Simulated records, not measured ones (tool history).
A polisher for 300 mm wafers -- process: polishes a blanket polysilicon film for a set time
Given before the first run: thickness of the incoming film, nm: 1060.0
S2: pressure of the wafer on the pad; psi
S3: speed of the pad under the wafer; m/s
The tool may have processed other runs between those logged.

Run 1, hour 0: flow of slurry (ml/min) 145, S2 2.1 psi, S3 1.08 m/s, polishing time (s) 45. Result: film removed (nm) 347.1.
Run 2, hour 1.4: flow of slurry (ml/min) 150, S2 2.3 psi, S3 1.08 m/s, polishing time (s) 45. Result: film removed (nm) 375.64.
Run 3, hour 3.2: flow of slurry (ml/min) 155, S2 2.5 psi, S3 1.1 m/s, polishing time (s) 45. Result: film removed (nm) 411.52.
Run 4, hour 5.7: flow of slurry (ml/min) 125, S2 2.5 psi, S3 1.1 m/s, polishing time (s) 45. Result: film removed (nm) 394.22.
Run 5, hour 13: flow of slurry (ml/min) 140, S2 2.7 psi, S3 1.12 m/s, polishing time (s) 45. Result: film removed (nm) 442.19.
Run 6, hour 19.7: flow of slurry (ml/min) 150, S2 2.8 psi, S3 1.14 m/s, polishing time (s) 45. Result: film removed (nm) 466.79.
Run 7, hour 24: flow of slurry (ml/min) 155, S2 2.9 psi, S3 1.18 m/s, polishing time (s) 45. Result: film removed (nm) 505.25.
Run 8, hour 25.9: flow of slurry (ml/min) 160, S2 3 psi, S3 1.2 m/s, polishing time (s) 45. Result: film removed (nm) 526.12.
Run 9, hour 30.9: flow of slurry (ml/min) 160, S2 3 psi, S3 1.22 m/s, polishing time (s) 45. Result: film removed (nm) 535.02.
Run 10, hour 37.2: flow of slurry (ml/min) 160, S2 3 psi, S3 1.24 m/s, polishing time (s) 45. Result: film removed (nm) 557.19.
Run 11, hour 44.5: flow of slurry (ml/min) 165, S2 3 psi, S3 1.24 m/s, polishing time (s) 45. Result: film removed (nm) 553.25.
Run 12, hour 52.6: flow of slurry (ml/min) 165, S2 3 psi, S3 1.24 m/s, polishing time (s) 45. Result: film removed (nm) 553.93.
Run 13, hour 56.5: flow of slurry (ml/min) 170, S2 3 psi, S3 1.24 m/s, polishing time (s) 45. Result: film removed (nm) 549.5.

Expected results for the next run?
Run 14, hour 58.9: flow of slurry (ml/min) 170, S2 3 psi, S3 1.26 m/s, polishing time (s) 45. Result: film removed (nm) ?.

film removed (nm): 563.45

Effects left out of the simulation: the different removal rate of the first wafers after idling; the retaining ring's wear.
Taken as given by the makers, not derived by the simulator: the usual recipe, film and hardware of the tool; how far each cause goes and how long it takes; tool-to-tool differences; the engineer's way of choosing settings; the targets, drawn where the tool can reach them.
